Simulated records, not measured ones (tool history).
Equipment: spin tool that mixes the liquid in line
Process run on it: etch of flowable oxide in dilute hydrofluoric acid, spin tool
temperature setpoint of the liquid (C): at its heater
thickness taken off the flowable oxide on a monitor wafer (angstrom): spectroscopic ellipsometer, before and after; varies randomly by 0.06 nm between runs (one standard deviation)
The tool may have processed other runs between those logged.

run,hour,temperature setpoint of the liquid (C),parts of water to one part of 49 % hydrofluoric acid (parts by volume),time under the liquid (s),thickness taken off the flowable oxide on a monitor wafer (angstrom)
1,0,21,100,15,80.238
2,2.7,22.5,95,15,89.708
3,7.1,24,95,15,95.72
4,7.7,25.5,95,15,101.19
5,13.4,25.5,95,15,101.76
6,18.4,22,95,15,88.88
7,21.2,23.5,95,15,93.848
8,23.1,24.5,95,15,97.754

Run 9, settings as shown, results not yet in. Your forecast:
9,27.9,25.5,95,15,?

Run 9 gave thickness taken off the flowable oxide on a monitor wafer (angstrom) 101.15.
